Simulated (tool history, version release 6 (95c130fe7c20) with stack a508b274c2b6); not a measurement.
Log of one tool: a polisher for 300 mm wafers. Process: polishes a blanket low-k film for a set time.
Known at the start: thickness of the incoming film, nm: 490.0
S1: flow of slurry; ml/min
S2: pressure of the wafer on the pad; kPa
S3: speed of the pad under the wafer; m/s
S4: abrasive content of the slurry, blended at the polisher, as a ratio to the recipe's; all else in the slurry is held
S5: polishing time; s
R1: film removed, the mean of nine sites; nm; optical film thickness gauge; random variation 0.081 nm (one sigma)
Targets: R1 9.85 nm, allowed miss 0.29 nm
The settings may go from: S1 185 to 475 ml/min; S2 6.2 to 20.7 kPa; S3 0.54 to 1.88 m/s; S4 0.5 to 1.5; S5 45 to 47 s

run	day	S1	S2	S3	S4	S5	R1
1	0	305	13.1	1.2	1	45	18.139
2	0.375	305	13.1	1.2	1	45	18.285
3	0.65	305	11.7	1.2	1	45	16.053
4	0.767	305	10.3	1.2	1	45	14.401
5	1.079	240	10.3	1.2	1	45	14.133
6	1.425	240	10.3	1.2	1	45	14.297
7	1.675	240	9.7	1.18	1	45	13.054
8	1.929	240	9	1.18	1	45	12.444
9	2.129	240	8.3	1.18	1	45	11.394
10	2.504	240	7.6	1.18	1	45	10.315
11	2.596	240	6.9	1.18	1	45	9.5955
12	2.758	240	7.6	1.18	1	45	10.568
13	2.8	240	6.9	1.18	1	45	9.554
14	3.096	240	7.6	1.18	1	45	10.432
15	3.371	240	6.9	1.18	1	45	9.494
16	3.738	245	7.6	1.18	1	45	10.455
17	3.967	245	6.9	1.18	1	45	9.5259
18	4.062	240	6.9	1.18	1	45	9.6145

4 next moves are on the table. One of them brings every result within its allowed miss. Which?
A	4.158	235	6.9	1.28	0.85	47	?
B	4.158	360	7.6	0.88	1.15	45	?
C	4.158	250	6.2	1.22	1.1	45	?
D	4.158	230	6.2	1.22	1	47	?

move	R1
A	9.2712
B	9.7548
C	9.4146
D	9.2036
A: further off than the last run
B: meets every target
C: further off than the last run
D: further off than the last run
Answer: B

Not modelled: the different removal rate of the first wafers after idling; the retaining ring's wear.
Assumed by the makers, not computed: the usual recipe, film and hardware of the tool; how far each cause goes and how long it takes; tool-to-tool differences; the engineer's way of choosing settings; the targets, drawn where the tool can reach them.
